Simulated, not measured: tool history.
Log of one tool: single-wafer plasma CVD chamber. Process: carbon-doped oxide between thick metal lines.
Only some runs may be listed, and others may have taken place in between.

run  hour  heater temperature setpoint (K)  chamber pressure (Pa)  RF power (kW)  deposition time (s)  mean film thickness on the monitor wafer (nm)
  1     0                           603.15                    768          0.505                  169                                         967.12
  2   2.6                           603.15                    768          0.555                  169                                         1020.7
  3     7                           603.15                    768          0.515                  169                                         976.58
  4   8.6                           603.15                    768           0.45                  169                                         909.52
  5  13.5                           603.15                    768           0.45                  169                                         907.28
  6  17.4                           603.15                    768           0.49                  169                                         951.21
  7  21.2                           598.15                    848           0.57                  174                                           1085

Predict the results of run 8:
  8    28                           597.15                    849          0.585                  174                                              ?

{"run 8": {"mean film thickness on the monitor wafer (nm)": 1108.7}}
